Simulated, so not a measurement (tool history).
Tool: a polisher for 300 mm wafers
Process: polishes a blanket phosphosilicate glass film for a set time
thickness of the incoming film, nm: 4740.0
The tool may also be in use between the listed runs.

run,hour,flow of slurry (ml/min),pressure of the wafer on the pad (kPa),speed of the pad under the wafer (m/s),abrasive content of the slurry,polishing time (s),film removed (angstrom)
1,0,235,29,0.9,1,109,11255
2,0.9,235,29,0.9,1.15,109,12105
3,6.2,235,26.2,0.9,1.15,109,11075
4,7.5,235,24.1,0.9,1.15,109,10483
5,13.1,235,22.1,0.88,1.15,109,9448
6,15,235,22.1,1,1.15,109,10798
7,18.8,235,20.7,0.98,1.15,109,9849.7
8,26.6,235,19.3,0.96,1.15,109,9467.9
9,31.2,235,17.9,0.94,1.15,109,8777.4
10,36.3,235,17.9,0.94,1.15,109,8749
11,40.4,235,17.9,0.94,1.15,109,8779.1

Run 12 comes next. What will it give?
12,42.5,235,17.2,0.94,1.15,109,?

Run 12 gave film removed (angstrom) 8351.4.
